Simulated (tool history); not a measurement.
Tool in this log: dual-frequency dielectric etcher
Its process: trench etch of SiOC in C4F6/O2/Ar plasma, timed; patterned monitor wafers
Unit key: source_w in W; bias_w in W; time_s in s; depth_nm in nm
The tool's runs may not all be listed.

| run | day | source_w | bias_w | time_s | depth_nm |
|---|---|---|---|---|---|
| 1 | 0.000 | 340 | 143 | 11 | 19.316 |
| 2 | 0.058 | 340 | 132 | 11 | 18.727 |
| 3 | 0.254 | 340 | 145 | 11 | 19.463 |
| 4 | 0.488 | 340 | 170 | 11 | 20.585 |
| 5 | 0.667 | 340 | 194 | 11 | 21.798 |
| 6 | 0.829 | 340 | 183 | 11 | 21.240 |
| 7 | 0.908 | 340 | 183 | 11 | 21.174 |
| 8 | 0.938 | 320 | 175 | 11 | 20.500 |
| 9 | 1.242 | 310 | 166 | 11 | 19.854 |
| 10 | 1.558 | 300 | 159 | 11 | 19.314 |
| 11 | 1.679 | 290 | 153 | 11 | 18.776 |
| 12 | 2.000 | 280 | 149 | 11 | 18.437 |
| 13 | 2.179 | 270 | 145 | 11 | 17.919 |
| 14 | 2.458 | 260 | 143 | 11 | 17.708 |
| 15 | 2.662 | 250 | 141 | 11 | 17.403 |

For run 16, what comes out?
| 16 | 2.912 | 210 | 127 | 11 | ? |

{"run 16": {"depth_nm": 15.699}}
